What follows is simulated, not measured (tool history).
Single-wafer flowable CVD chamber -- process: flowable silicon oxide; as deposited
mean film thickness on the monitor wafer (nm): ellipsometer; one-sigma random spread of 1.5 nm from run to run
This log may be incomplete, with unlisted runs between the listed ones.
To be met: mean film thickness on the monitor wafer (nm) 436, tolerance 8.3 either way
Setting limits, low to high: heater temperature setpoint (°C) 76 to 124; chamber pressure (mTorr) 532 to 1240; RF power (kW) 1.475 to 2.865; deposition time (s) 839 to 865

| run | hour | heater temperature setpoint (°C) | chamber pressure (mTorr) | RF power (kW) | deposition time (s) | mean film thickness on the monitor wafer (nm) |
|---|---|---|---|---|---|---|
| 1 | 0 | 100 | 886 | 2.17 | 839 | 599.11 |
| 2 | 4.5 | 91 | 886 | 2.17 | 839 | 788.23 |
| 3 | 7.1 | 91 | 886 | 2.17 | 839 | 790.69 |
| 4 | 14.2 | 91 | 802 | 2.17 | 839 | 715.79 |
| 5 | 15.6 | 91 | 802 | 2.17 | 865 | 735.85 |
| 6 | 22.7 | 95 | 801 | 2.17 | 865 | 644.63 |
| 7 | 27.4 | 98 | 801 | 2.17 | 865 | 590.42 |
| 8 | 35.2 | 109 | 799 | 2.17 | 865 | 422.73 |

Which one of the following 4 next-run settings gets every result inside its allowed miss? There is exactly one.
| A | 43 | 111 | 833 | 2.5 | 850 | ? |
| B | 43 | 111 | 912 | 1.96 | 849 | ? |
| C | 43 | 108 | 752 | 2.23 | 862 | ? |
| D | 43 | 108 | 765 | 2.59 | 839 | ? |

| move | mean film thickness on the monitor wafer (nm) |
|---|---|
| A | 419.43 |
| B | 434.24 |
| C | 412.38 |
| D | 418.58 |
A: its largest miss is bigger than the last run's
B: hits every target within its allowed miss
C: its largest miss is bigger than the last run's
D: its largest miss is bigger than the last run's
The move that meets every target is B.

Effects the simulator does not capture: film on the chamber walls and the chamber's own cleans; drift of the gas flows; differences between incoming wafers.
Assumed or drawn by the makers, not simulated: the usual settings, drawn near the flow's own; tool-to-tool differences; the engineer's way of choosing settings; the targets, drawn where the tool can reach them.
